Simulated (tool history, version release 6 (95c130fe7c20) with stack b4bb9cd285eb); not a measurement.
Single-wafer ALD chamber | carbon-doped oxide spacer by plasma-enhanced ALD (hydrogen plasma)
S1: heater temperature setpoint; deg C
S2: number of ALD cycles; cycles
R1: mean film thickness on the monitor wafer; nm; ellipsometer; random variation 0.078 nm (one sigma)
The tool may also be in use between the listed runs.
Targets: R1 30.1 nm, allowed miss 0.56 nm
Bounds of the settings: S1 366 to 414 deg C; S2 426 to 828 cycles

run,hour,S1,S2,R1
1,0,390,627,33.444
2,9.7,390,611,32.406
3,15.9,390,601,31.944
4,23,390,660,35.036
5,29.2,398,660,35.022
6,38.4,398,727,38.836
7,44,398,688,36.64
8,53.7,398,658,35.179

Which of these 4 next moves meets every target?
A,63.4,392,540,?
B,63.4,410,583,?
C,63.4,397,543,?
D,63.4,413,562,?

move,R1
A,28.769
B,30.054
C,28.929
D,28.691
A: takes the result that was furthest off past its target
B: meets every target
C: takes the result that was furthest off past its target
D: takes the result that was furthest off past its target
Answer: B
